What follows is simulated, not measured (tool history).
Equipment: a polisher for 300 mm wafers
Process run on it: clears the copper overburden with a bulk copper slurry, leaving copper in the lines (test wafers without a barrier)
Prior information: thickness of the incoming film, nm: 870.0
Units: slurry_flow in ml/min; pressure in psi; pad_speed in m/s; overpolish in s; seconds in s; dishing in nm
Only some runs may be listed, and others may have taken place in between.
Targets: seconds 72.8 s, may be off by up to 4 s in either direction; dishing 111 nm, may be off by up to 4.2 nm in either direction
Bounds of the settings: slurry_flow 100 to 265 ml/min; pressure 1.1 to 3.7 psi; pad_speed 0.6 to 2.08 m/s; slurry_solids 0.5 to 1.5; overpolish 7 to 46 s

run 1 hour=0 | slurry_flow=170 pressure=2.4 pad_speed=1.34 slurry_solids=1 overpolish=24 | seconds=94.327 dishing=95.572
run 2 hour=2.2 | slurry_flow=170 pressure=2.4 pad_speed=1.46 slurry_solids=1 overpolish=24 | seconds=86.941 dishing=99.68
run 3 hour=9.4 | slurry_flow=170 pressure=2.4 pad_speed=1.14 slurry_solids=1 overpolish=24 | seconds=105.7 dishing=88.974
run 4 hour=13.2 | slurry_flow=170 pressure=2.4 pad_speed=1.14 slurry_solids=0.9 overpolish=24 | seconds=109.23 dishing=88.876
run 5 hour=16.8 | slurry_flow=170 pressure=2.5 pad_speed=1.14 slurry_solids=0.9 overpolish=24 | seconds=105.46 dishing=90.728
run 6 hour=18.3 | slurry_flow=170 pressure=2.5 pad_speed=1.14 slurry_solids=0.7 overpolish=24 | seconds=109.37 dishing=87.595
run 7 hour=22 | slurry_flow=175 pressure=3.1 pad_speed=1.18 slurry_solids=0.7 overpolish=23 | seconds=85.255 dishing=102.55
run 8 hour=28.5 | slurry_flow=175 pressure=3.2 pad_speed=1.18 slurry_solids=0.7 overpolish=23 | seconds=81.484 dishing=101.73

Consider the 4 candidate settings below. Which is the only one whose results all fall within their allowed miss of target?
run A hour=35 | slurry_flow=210 pressure=2.9 pad_speed=1.5 slurry_solids=0.75 overpolish=19 | seconds=? dishing=?
run B hour=35 | slurry_flow=175 pressure=3.7 pad_speed=1.16 slurry_solids=0.65 overpolish=22 | seconds=? dishing=?
run C hour=35 | slurry_flow=170 pressure=3 pad_speed=1.24 slurry_solids=0.85 overpolish=23 | seconds=? dishing=?
run D hour=35 | slurry_flow=180 pressure=3.5 pad_speed=1.44 slurry_solids=0.55 overpolish=27 | seconds=? dishing=?

move=A seconds=71.573 dishing=100.76
move=B seconds=73.68 dishing=110.13
move=C seconds=82.339 dishing=103.75
move=D seconds=66.176 dishing=123.78
A: lands further from the targets than the last run did
B: in spec on every target
C: lands further from the targets than the last run did
D: pushes the last run's worst result past its target
Move B is the one to make.
